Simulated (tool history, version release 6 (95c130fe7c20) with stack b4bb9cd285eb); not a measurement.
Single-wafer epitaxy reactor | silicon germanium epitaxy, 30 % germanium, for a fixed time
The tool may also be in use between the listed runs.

run    day  wafer temperature setpoint (pyrometer-controlled) (K)  chamber pressure (Torr)  mean film thickness on the monitor wafer (nm)
  1  0.000                                                 858.15                     19.5                                         44.110
  2  0.200                                                 855.15                     19.4                                         41.087
  3  0.425                                                 851.15                     19.4                                         38.194
  4  0.638                                                 849.15                     19.4                                         36.527
  5  0.762                                                 847.15                     19.4                                         34.817
  6  1.017                                                 846.15                     19.4                                         34.007
  7  1.342                                                 845.15                     19.4                                         33.113

Run 8 comes next. What will it give?
  8  1.500                                                 835.15                     19.1                                              ?

Run 8 gave mean film thickness on the monitor wafer (nm) 26.199.
